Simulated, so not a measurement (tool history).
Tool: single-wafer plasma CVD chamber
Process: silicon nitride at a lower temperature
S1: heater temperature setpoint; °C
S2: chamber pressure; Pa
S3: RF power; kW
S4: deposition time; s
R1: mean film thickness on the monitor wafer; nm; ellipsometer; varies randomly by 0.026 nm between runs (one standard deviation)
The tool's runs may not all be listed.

run,hour,S1,S2,S3,S4,R1
1,0.0,360,183,0.330,8.9,9.6286
2,8.9,360,175,0.320,8.9,9.3244
3,16.5,360,168,0.310,8.9,9.0827
4,23.3,360,168,0.310,8.5,8.6664
5,30.9,369,168,0.310,8.5,8.6752
6,32.7,361,168,0.310,8.5,8.7255
7,35.7,361,161,0.305,8.5,8.5696
8,41.0,361,156,0.300,8.5,8.4132
9,49.3,361,151,0.295,8.5,8.2370
10,56.7,361,147,0.290,8.5,8.0767
11,65.4,361,143,0.285,8.5,7.9820

Run 12, settings as shown, results not yet in. Your forecast:
12,70.4,361,139,0.280,8.5,?

{"run 12": {"R1": 7.8046}}
